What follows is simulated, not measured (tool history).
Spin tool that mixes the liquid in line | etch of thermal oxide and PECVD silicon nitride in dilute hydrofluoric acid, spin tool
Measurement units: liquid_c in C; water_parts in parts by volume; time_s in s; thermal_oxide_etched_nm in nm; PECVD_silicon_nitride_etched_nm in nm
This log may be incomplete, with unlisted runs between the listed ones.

| run | day | liquid_c | water_parts | time_s | thermal_oxide_etched_nm | PECVD_silicon_nitride_etched_nm |
|---|---|---|---|---|---|---|
| 1 | 0 | 22 | 150 | 180 | 5.231 | 4.2623 |
| 2 | 0.233 | 23.5 | 135 | 180 | 6.285 | 5.2419 |
| 3 | 0.45 | 23.5 | 135 | 155 | 5.4336 | 4.5522 |
| 4 | 0.479 | 20 | 135 | 155 | 4.709 | 3.5761 |
| 5 | 0.633 | 22 | 120 | 155 | 5.8472 | 4.6217 |
| 6 | 0.938 | 19.5 | 120 | 155 | 5.3109 | 3.9173 |
| 7 | 1.079 | 21.5 | 110 | 155 | 6.3239 | 4.8781 |

Forecast run 8:
| 8 | 1.158 | 23 | 100 | 155 | ? | ? |

{"run 8": {"thermal_oxide_etched_nm": 7.4911, "PECVD_silicon_nitride_etched_nm": 5.9001}}
